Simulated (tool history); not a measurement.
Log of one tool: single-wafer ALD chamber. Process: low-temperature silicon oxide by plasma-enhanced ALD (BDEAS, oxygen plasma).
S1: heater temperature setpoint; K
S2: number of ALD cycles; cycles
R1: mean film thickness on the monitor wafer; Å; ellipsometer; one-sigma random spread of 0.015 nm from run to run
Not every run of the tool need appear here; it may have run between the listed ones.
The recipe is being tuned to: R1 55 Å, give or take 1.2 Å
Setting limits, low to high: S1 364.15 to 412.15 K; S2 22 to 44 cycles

run 1 hour=0 | S1=388.15 S2=33 | R1=43.378
run 2 hour=6.3 | S1=388.15 S2=30 | R1=39.329
run 3 hour=12.1 | S1=398.15 S2=30 | R1=38.78
run 4 hour=14.1 | S1=397.15 S2=34 | R1=43.974
run 5 hour=18.7 | S1=389.15 S2=34 | R1=44.659
run 6 hour=23.3 | S1=388.15 S2=36 | R1=47.261
run 7 hour=25.7 | S1=387.15 S2=38 | R1=49.833
run 8 hour=27.5 | S1=387.15 S2=39 | R1=51.392
run 9 hour=32.1 | S1=387.15 S2=40 | R1=52.773
run 10 hour=35.3 | S1=387.15 S2=40 | R1=52.459

Below are 5 possible settings for the next run. Only one of them brings all results inside the allowed miss of their targets. Which is it?
run A hour=38.5 | S1=392.15 S2=37 | R1=?
run B hour=38.5 | S1=375.15 S2=41 | R1=?
run C hour=38.5 | S1=386.15 S2=38 | R1=?
run D hour=38.5 | S1=381.15 S2=36 | R1=?
run E hour=38.5 | S1=384.15 S2=38 | R1=?

move=A R1=48.377
move=B R1=55.099
move=C R1=50.173
move=D R1=47.917
move=E R1=50.335
A: misses by more than the last run did
B: all results land within tolerance of their targets
C: misses by more than the last run did
D: misses by more than the last run did
E: misses by more than the last run did
The right move is B.
